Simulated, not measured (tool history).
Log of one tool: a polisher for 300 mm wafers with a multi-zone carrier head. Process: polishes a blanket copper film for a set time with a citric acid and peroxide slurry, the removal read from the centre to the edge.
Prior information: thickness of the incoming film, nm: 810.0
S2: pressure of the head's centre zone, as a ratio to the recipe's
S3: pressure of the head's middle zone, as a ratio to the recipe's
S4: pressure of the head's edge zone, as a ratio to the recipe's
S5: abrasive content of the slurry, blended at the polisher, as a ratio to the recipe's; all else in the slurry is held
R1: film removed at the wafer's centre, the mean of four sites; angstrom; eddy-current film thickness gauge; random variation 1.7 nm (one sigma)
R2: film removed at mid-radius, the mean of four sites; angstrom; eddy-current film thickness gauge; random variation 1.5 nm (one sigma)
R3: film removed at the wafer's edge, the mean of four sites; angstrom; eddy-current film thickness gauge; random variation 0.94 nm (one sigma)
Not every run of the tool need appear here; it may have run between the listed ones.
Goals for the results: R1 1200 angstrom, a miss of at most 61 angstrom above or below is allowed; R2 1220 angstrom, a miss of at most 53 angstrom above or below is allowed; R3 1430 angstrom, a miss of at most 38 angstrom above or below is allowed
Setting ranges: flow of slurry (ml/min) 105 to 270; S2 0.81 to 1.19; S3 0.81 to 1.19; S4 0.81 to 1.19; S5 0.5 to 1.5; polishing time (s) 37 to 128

{"run": 1, "hour": 0.0, "flow of slurry (ml/min)": 175, "S2": 1, "S3": 1, "S4": 1, "S5": 1, "polishing time (s)": 82, "R1": 1912.9, "R2": 1928.7, "R3": 2002.3}
{"run": 2, "hour": 0.9, "flow of slurry (ml/min)": 175, "S2": 1, "S3": 1, "S4": 1, "S5": 0.8, "polishing time (s)": 82, "R1": 1870.3, "R2": 1853.3, "R3": 1895.5}
{"run": 3, "hour": 9.5, "flow of slurry (ml/min)": 175, "S2": 1, "S3": 1, "S4": 0.96, "S5": 0.8, "polishing time (s)": 82, "R1": 1848.3, "R2": 1812.1, "R3": 1841.4}
{"run": 4, "hour": 15.0, "flow of slurry (ml/min)": 155, "S2": 0.93, "S3": 0.94, "S4": 0.95, "S5": 0.7, "polishing time (s)": 79, "R1": 1596.1, "R2": 1629.8, "R3": 1719.7}
{"run": 5, "hour": 16.8, "flow of slurry (ml/min)": 155, "S2": 0.93, "S3": 0.94, "S4": 0.95, "S5": 0.7, "polishing time (s)": 99, "R1": 1956, "R2": 2059.8, "R3": 2166.4}
{"run": 6, "hour": 22.0, "flow of slurry (ml/min)": 155, "S2": 0.93, "S3": 0.87, "S4": 0.95, "S5": 0.7, "polishing time (s)": 99, "R1": 2040.7, "R2": 1896.7, "R3": 2137.9}
{"run": 7, "hour": 25.7, "flow of slurry (ml/min)": 140, "S2": 0.89, "S3": 0.85, "S4": 0.95, "S5": 0.65, "polishing time (s)": 89, "R1": 1692.3, "R2": 1634.2, "R3": 1880.3}
{"run": 8, "hour": 30.1, "flow of slurry (ml/min)": 130, "S2": 0.87, "S3": 0.84, "S4": 0.94, "S5": 0.6, "polishing time (s)": 82, "R1": 1453.2, "R2": 1450.2, "R3": 1703.7}

Which one of the following 5 next-run settings gets every result inside its allowed miss? There is exactly one.
{"run": "A", "hour": 34.5, "flow of slurry (ml/min)": 105, "S2": 0.81, "S3": 0.86, "S4": 0.98, "S5": 0.5, "polishing time (s)": 93, "R1": "?", "R2": "?", "R3": "?"}
{"run": "B", "hour": 34.5, "flow of slurry (ml/min)": 105, "S2": 0.88, "S3": 0.88, "S4": 1, "S5": 0.55, "polishing time (s)": 69, "R1": "?", "R2": "?", "R3": "?"}
{"run": "C", "hour": 34.5, "flow of slurry (ml/min)": 220, "S2": 1.18, "S3": 0.87, "S4": 0.81, "S5": 0.65, "polishing time (s)": 62, "R1": "?", "R2": "?", "R3": "?"}
{"run": "D", "hour": 34.5, "flow of slurry (ml/min)": 210, "S2": 0.92, "S3": 0.91, "S4": 0.89, "S5": 0.7, "polishing time (s)": 83, "R1": "?", "R2": "?", "R3": "?"}
{"run": "E", "hour": 34.5, "flow of slurry (ml/min)": 120, "S2": 0.85, "S3": 0.93, "S4": 0.85, "S5": 0.7, "polishing time (s)": 74, "R1": "?", "R2": "?", "R3": "?"}

move=A R1=1494.2 R2=1610.1 R3=1880.6
move=B R1=1211.5 R2=1236.1 R3=1430.7
move=C R1=1622 R2=1242.5 R3=1285.4
move=D R1=1748.2 R2=1742 R3=1810.3
move=E R1=1342.3 R2=1474.7 R3=1501.7
A: lands further from the targets than the last run did
B: every result lands within tolerance
C: moves the result that the last run missed by most past its target, out the other side
D: lands further from the targets than the last run did
E: gains on the last run, yet a result remains outside its allowed miss
Answer: B

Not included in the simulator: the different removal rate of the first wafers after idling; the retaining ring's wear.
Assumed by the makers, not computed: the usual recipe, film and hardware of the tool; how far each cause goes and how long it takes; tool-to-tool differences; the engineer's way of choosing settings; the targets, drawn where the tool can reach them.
